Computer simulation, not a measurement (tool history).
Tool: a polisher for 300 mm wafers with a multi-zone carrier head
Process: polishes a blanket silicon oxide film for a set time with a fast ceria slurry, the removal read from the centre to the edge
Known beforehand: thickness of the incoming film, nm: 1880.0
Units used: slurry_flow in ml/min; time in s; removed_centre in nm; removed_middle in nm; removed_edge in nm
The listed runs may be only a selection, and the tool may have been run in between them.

run 1 day=0 | slurry_flow=250 centre_zone=1 middle_zone=1 edge_zone=1 time=49 | removed_centre=688.65 removed_middle=714.88 removed_edge=726.87
run 2 day=0.175 | slurry_flow=310 centre_zone=1 middle_zone=1 edge_zone=1 time=49 | removed_centre=699.3 removed_middle=732.36 removed_edge=755.29
run 3 day=0.333 | slurry_flow=310 centre_zone=1 middle_zone=1 edge_zone=1.06 time=49 | removed_centre=711.51 removed_middle=732.76 removed_edge=758.11
run 4 day=0.538 | slurry_flow=300 centre_zone=0.98 middle_zone=0.99 edge_zone=1.05 time=47 | removed_centre=665.92 removed_middle=692.91 removed_edge=722.19
run 5 day=0.812 | slurry_flow=345 centre_zone=0.98 middle_zone=0.99 edge_zone=1.05 time=47 | removed_centre=670.33 removed_middle=706.26 removed_edge=758.17
run 6 day=1.096 | slurry_flow=345 centre_zone=0.98 middle_zone=0.95 edge_zone=1.05 time=47 | removed_centre=682 removed_middle=679.83 removed_edge=730.79
run 7 day=1.308 | slurry_flow=345 centre_zone=0.96 middle_zone=0.94 edge_zone=1.05 time=45 | removed_centre=618.96 removed_middle=648.14 removed_edge=719.13
run 8 day=1.608 | slurry_flow=330 centre_zone=0.96 middle_zone=0.93 edge_zone=1.03 time=43 | removed_centre=609.76 removed_middle=605.47 removed_edge=672.14
run 9 day=1.725 | slurry_flow=325 centre_zone=0.95 middle_zone=0.93 edge_zone=1.02 time=42 | removed_centre=580.7 removed_middle=589.77 removed_edge=654.5
run 10 day=1.971 | slurry_flow=315 centre_zone=0.94 middle_zone=0.93 edge_zone=1 time=41 | removed_centre=566.65 removed_middle=570.8 removed_edge=622.2

Estimate the outcome of run 11 from the log above:
run 11 day=2.304 | slurry_flow=260 centre_zone=0.84 middle_zone=0.91 edge_zone=1.02 time=29 | removed_centre=? removed_middle=? removed_edge=?

Run 11 produced removed_centre 357.42 nm, removed_middle 388.3 nm, removed_edge 439.38 nm.
